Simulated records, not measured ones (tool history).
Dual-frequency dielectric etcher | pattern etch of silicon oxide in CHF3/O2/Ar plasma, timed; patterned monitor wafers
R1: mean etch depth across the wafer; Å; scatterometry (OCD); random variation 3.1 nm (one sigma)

Run 1, hour 0.0: source power (kW) 0.570, bias power (kW) 0.204, etch time (s) 205.5. Result: R1 3965.9 Å.
Run 2, hour 1.0: source power (kW) 0.570, bias power (kW) 0.176, etch time (s) 205.5. Result: R1 3858.6 Å.
Run 3, hour 1.8: source power (kW) 0.570, bias power (kW) 0.148, etch time (s) 205.5. Result: R1 3624.7 Å.
Run 4, hour 6.2: source power (kW) 0.640, bias power (kW) 0.171, etch time (s) 205.5. Result: R1 3979.8 Å.
Run 5, hour 9.8: source power (kW) 0.690, bias power (kW) 0.185, etch time (s) 205.5. Result: R1 4266.0 Å.
Run 6, hour 13.4: source power (kW) 0.640, bias power (kW) 0.185, etch time (s) 205.5. Result: R1 4118.0 Å.
Run 7, hour 21.8: source power (kW) 0.680, bias power (kW) 0.191, etch time (s) 205.5. Result: R1 4190.8 Å.
Run 8, hour 24.4: source power (kW) 0.720, bias power (kW) 0.204, etch time (s) 205.5. Result: R1 4417.0 Å.
Run 9, hour 30.9: source power (kW) 0.740, bias power (kW) 0.210, etch time (s) 205.5. Result: R1 4523.5 Å.

The next listed run, before its measurement:
Run 10, hour 35.3: source power (kW) 0.760, bias power (kW) 0.214, etch time (s) 205.5. Result: R1 ?.

Run 10 gave R1 4580.0 Å.
